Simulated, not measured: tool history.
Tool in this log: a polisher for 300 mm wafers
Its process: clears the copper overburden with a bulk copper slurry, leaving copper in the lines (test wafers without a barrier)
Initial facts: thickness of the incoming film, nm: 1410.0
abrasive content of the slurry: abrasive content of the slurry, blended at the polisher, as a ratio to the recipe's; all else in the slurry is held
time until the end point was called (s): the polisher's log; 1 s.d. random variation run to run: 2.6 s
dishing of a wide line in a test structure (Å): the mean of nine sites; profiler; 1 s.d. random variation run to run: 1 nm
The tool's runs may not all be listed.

run  hour  flow of slurry (ml/min)  pressure of the wafer on the pad (psi)  speed of the pad under the wafer (m/s)  abrasive content of the slurry  overpolish time after the end point (s)  time until the end point was called (s)  dishing of a wide line in a test structure (Å)
  1   0.0                      120                                     2.8                                    1.42                             1.0                                       13                                   92.688                                          952.65
  2   8.9                      120                                     2.8                                    1.74                             1.0                                       13                                   76.995                                         1057.00
  3  12.9                       90                                     2.8                                    1.74                             1.0                                       13                                   81.377                                          989.65
  4  18.0                       90                                     2.8                                    1.54                             1.0                                       13                                   92.557                                          968.69
  5  23.0                       70                                     2.8                                    1.54                             1.0                                       13                                  105.810                                          900.05
  6  24.3                       70                                     2.8                                    1.54                             1.0                                       17                                  104.560                                         1055.70
  7  28.5                       75                                     2.5                                    1.54                             1.0                                       16                                  111.460                                          946.94
  8  29.3                       75                                     2.2                                    1.54                             1.0                                       15                                  126.280                                          875.14

The next listed run, before its measurement:
  9  35.9                       80                                     2.1                                    1.54                             1.0                                       14                                        ?                                               ?

For run 9 the tool returned time until the end point was called (s) 126.700, dishing of a wide line in a test structure (Å) 792.99.

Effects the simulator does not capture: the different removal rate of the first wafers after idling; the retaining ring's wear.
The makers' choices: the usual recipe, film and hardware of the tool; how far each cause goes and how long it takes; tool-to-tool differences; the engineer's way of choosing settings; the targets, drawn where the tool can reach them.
